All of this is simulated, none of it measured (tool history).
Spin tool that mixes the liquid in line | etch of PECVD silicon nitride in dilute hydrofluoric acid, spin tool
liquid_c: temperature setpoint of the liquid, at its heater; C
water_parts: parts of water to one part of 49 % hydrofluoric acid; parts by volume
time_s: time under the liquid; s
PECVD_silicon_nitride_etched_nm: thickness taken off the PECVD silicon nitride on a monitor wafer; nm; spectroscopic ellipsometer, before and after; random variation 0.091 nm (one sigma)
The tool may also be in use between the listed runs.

run,hour,liquid_c,water_parts,time_s,PECVD_silicon_nitride_etched_nm
1,0,23,205,285,8.0641
2,7.1,24.5,205,285,8.846
3,8.2,22,205,285,7.5854
4,10.5,22,205,285,7.5956
5,16.6,22,165,285,9.3879
6,17.1,22,205,285,7.5327

Run 7 comes next. What will it give?
7,23.8,24,205,285,?

{"run 7": {"PECVD_silicon_nitride_etched_nm": 8.4832}}
